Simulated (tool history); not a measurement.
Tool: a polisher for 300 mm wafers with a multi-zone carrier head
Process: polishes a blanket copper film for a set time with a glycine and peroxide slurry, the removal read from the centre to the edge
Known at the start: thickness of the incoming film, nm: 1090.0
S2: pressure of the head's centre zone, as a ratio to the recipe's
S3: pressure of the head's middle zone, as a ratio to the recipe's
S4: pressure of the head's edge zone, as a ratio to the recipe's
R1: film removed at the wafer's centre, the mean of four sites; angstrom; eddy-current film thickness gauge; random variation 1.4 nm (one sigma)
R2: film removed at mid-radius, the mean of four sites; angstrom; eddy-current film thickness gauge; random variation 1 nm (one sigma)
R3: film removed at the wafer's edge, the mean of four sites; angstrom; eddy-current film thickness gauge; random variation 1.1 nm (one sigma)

run 1 hour=0 | flow_of_slurry_(ml/min)=205 S2=1 S3=1 S4=1 polishing_time_(s)=50 | R1=1880 R2=1845.3 R3=1796
run 2 hour=3 | flow_of_slurry_(ml/min)=255 S2=1 S3=1 S4=1 polishing_time_(s)=50 | R1=1969.4 R2=1887.3 R3=1800.7
run 3 hour=10.8 | flow_of_slurry_(ml/min)=255 S2=1 S3=1 S4=1 polishing_time_(s)=61 | R1=2372.1 R2=2299.6 R3=2216.5
run 4 hour=18.7 | flow_of_slurry_(ml/min)=255 S2=1 S3=1 S4=0.93 polishing_time_(s)=61 | R1=2366.6 R2=2326.4 R3=2152.7
run 5 hour=26.9 | flow_of_slurry_(ml/min)=255 S2=1 S3=0.92 S4=0.93 polishing_time_(s)=61 | R1=2346.7 R2=2201.2 R3=2182.6
run 6 hour=34.7 | flow_of_slurry_(ml/min)=255 S2=0.93 S3=0.92 S4=0.93 polishing_time_(s)=61 | R1=2223.5 R2=2180.4 R3=2169.8
run 7 hour=38.2 | flow_of_slurry_(ml/min)=255 S2=0.93 S3=0.92 S4=0.93 polishing_time_(s)=61 | R1=2184.5 R2=2227.5 R3=2132.9
run 8 hour=44.6 | flow_of_slurry_(ml/min)=220 S2=1.03 S3=0.89 S4=0.83 polishing_time_(s)=47 | R1=1826.2 R2=1612.3 R3=1540.5
run 9 hour=51.5 | flow_of_slurry_(ml/min)=220 S2=1.03 S3=0.89 S4=0.83 polishing_time_(s)=45 | R1=1732.1 R2=1540.3 R3=1486.8
run 10 hour=55.4 | flow_of_slurry_(ml/min)=220 S2=1.03 S3=0.89 S4=0.83 polishing_time_(s)=43 | R1=1704.2 R2=1499 R3=1423.9
run 11 hour=62.8 | flow_of_slurry_(ml/min)=195 S2=0.99 S3=0.89 S4=0.81 polishing_time_(s)=31 | R1=1142.4 R2=1059.6 R3=993.99
run 12 hour=71.3 | flow_of_slurry_(ml/min)=205 S2=1 S3=0.9 S4=0.82 polishing_time_(s)=31 | R1=1166.4 R2=1057.1 R3=1016.1
run 13 hour=72.8 | flow_of_slurry_(ml/min)=210 S2=1.01 S3=0.92 S4=0.83 polishing_time_(s)=31 | R1=1172.7 R2=1094.1 R3=1026.4
run 14 hour=75.4 | flow_of_slurry_(ml/min)=215 S2=1.02 S3=0.93 S4=0.84 polishing_time_(s)=31 | R1=1215.6 R2=1094.5 R3=1035.1
run 15 hour=82.7 | flow_of_slurry_(ml/min)=215 S2=1.03 S3=0.94 S4=0.85 polishing_time_(s)=31 | R1=1219.3 R2=1110.3 R3=1038.4
run 16 hour=83.9 | flow_of_slurry_(ml/min)=215 S2=1.04 S3=0.95 S4=0.86 polishing_time_(s)=31 | R1=1195.1 R2=1111.5 R3=1037.7
run 17 hour=91.6 | flow_of_slurry_(ml/min)=215 S2=1.05 S3=0.96 S4=0.87 polishing_time_(s)=31 | R1=1239.1 R2=1113.3 R3=1051.5

Run 18 comes next. What will it give?
run 18 hour=98.1 | flow_of_slurry_(ml/min)=215 S2=1.05 S3=0.97 S4=0.88 polishing_time_(s)=31 | R1=? R2=? R3=?

{"run 18": {"R1": 1226.5, "R2": 1143.4, "R3": 1033.8}}

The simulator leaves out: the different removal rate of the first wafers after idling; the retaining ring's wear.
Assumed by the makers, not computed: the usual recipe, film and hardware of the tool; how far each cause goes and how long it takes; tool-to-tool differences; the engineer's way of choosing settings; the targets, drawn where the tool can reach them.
